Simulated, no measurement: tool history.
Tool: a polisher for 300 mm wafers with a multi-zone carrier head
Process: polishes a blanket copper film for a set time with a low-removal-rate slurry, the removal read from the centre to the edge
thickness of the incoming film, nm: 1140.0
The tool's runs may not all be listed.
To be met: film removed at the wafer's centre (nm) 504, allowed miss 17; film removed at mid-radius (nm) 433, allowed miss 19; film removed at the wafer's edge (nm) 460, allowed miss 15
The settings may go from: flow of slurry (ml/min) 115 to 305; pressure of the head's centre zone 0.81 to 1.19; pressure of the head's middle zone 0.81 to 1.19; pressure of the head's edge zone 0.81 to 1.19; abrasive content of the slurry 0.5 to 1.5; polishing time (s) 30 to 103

run	hour	flow of slurry (ml/min)	pressure of the head's centre zone	pressure of the head's middle zone	pressure of the head's edge zone	abrasive content of the slurry	polishing time (s)	film removed at the wafer's centre (nm)	film removed at mid-radius (nm)	film removed at the wafer's edge (nm)
1	0	195	1	1	1	1	66	298.7	288.17	286
2	7.3	195	0.95	1	1	1	66	283.76	284.52	289.22
3	14.5	230	0.95	1	1	1	66	291.8	290	292.78
4	20.6	230	0.95	1	1	1	52	223.61	236.89	230.23
5	29.2	230	1.01	1	1	1	52	242.06	231.1	229.34
6	31.5	230	1.02	1.01	1.03	1.15	60	289.55	278.93	280.15
7	34.5	235	1.05	1.02	1.06	1.25	65	340.26	312.43	321.38
8	38.2	240	1.07	1.04	1.09	1.3	68	356.76	334.88	338.82
9	40.2	245	1.09	1.04	1.1	1.35	72	395.34	356.95	371.93
10	45.2	275	1.17	1.11	1.18	1.5	80	484.7	437.89	447.45

4 next moves are on the table. One of them brings every result within its allowed miss. Which?
A	50.2	255	1.03	1.17	1.19	1.45	84	?	?	?
B	50.2	245	1.15	1.06	1.19	1.5	83	?	?	?
C	50.2	305	1.19	0.97	1.11	1.5	81	?	?	?
D	50.2	305	1.04	1.09	1.19	1.3	86	?	?	?

move	film removed at the wafer's centre (nm)	film removed at mid-radius (nm)	film removed at the wafer's edge (nm)
A	453.31	471.14	454.05
B	503.1	440.87	452.3
C	519.26	416.65	432.6
D	461.63	454.39	455.81
A: further off than the last run
B: meets every target
C: brings the result that was furthest off to its target, and leaves another outside
D: further off than the last run
Answer: B
